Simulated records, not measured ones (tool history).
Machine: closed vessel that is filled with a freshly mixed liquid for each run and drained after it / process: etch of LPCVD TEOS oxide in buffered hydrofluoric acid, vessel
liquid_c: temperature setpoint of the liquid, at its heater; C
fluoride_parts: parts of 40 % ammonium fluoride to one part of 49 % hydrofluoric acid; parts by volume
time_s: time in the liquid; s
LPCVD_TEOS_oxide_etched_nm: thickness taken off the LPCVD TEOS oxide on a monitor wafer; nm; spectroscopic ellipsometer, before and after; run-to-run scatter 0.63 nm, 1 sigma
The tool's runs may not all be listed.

{"run": 1, "hour": 0.0, "liquid_c": 21.0, "fluoride_parts": 16.5, "time_s": 30, "LPCVD_TEOS_oxide_etched_nm": 53.119}
{"run": 2, "hour": 2.8, "liquid_c": 21.0, "fluoride_parts": 16.5, "time_s": 30, "LPCVD_TEOS_oxide_etched_nm": 54.262}
{"run": 3, "hour": 5.4, "liquid_c": 21.0, "fluoride_parts": 16.5, "time_s": 30, "LPCVD_TEOS_oxide_etched_nm": 53.091}
{"run": 4, "hour": 8.0, "liquid_c": 22.5, "fluoride_parts": 16.5, "time_s": 30, "LPCVD_TEOS_oxide_etched_nm": 58.205}
{"run": 5, "hour": 17.3, "liquid_c": 24.0, "fluoride_parts": 16.5, "time_s": 30, "LPCVD_TEOS_oxide_etched_nm": 62.659}
{"run": 6, "hour": 18.4, "liquid_c": 24.5, "fluoride_parts": 16.5, "time_s": 30, "LPCVD_TEOS_oxide_etched_nm": 64.384}
{"run": 7, "hour": 22.2, "liquid_c": 25.0, "fluoride_parts": 16.5, "time_s": 30, "LPCVD_TEOS_oxide_etched_nm": 66.451}

Run 8, settings as shown, results not yet in. Your forecast:
{"run": 8, "hour": 26.3, "liquid_c": 25.5, "fluoride_parts": 16.5, "time_s": 30, "LPCVD_TEOS_oxide_etched_nm": "?"}

LPCVD_TEOS_oxide_etched_nm: 68.031 nm
